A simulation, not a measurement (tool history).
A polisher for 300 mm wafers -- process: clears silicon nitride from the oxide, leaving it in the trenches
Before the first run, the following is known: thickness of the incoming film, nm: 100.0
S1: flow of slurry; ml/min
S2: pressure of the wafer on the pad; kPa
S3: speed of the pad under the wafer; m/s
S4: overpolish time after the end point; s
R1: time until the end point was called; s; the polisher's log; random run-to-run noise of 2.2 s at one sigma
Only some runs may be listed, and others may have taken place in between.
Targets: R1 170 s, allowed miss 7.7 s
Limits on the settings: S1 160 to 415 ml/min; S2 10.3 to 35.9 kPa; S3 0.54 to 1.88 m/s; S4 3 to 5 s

run	day	S1	S2	S3	S4	R1
1	0	265	22.8	1.2	5	89.984
2	0.096	265	22.8	1.2	5	87.934
3	0.467	265	22.8	1.2	5	87.656
4	0.654	265	21.4	1.18	5	94.048
5	0.933	265	17.9	1.18	5	108.44
6	1.088	265	17.9	1.18	3	108.6
7	1.342	260	11	1.02	3	178.7
8	1.667	260	11	1.02	3	179.76

Pick the move, out of 4, that brings all results within their allowed miss; only one does.
A	1.992	230	11.7	1.2	3	?
B	1.992	255	14.5	1	3	?
C	1.992	270	11.7	1.04	3	?
D	1.992	225	12.4	1.1	4	?

move	R1
A	144.59
B	147.34
C	164
D	151.48
A: takes the biggest miss from the last run beyond its target
B: takes the biggest miss from the last run beyond its target
C: meets every target
D: takes the biggest miss from the last run beyond its target
Answer: C

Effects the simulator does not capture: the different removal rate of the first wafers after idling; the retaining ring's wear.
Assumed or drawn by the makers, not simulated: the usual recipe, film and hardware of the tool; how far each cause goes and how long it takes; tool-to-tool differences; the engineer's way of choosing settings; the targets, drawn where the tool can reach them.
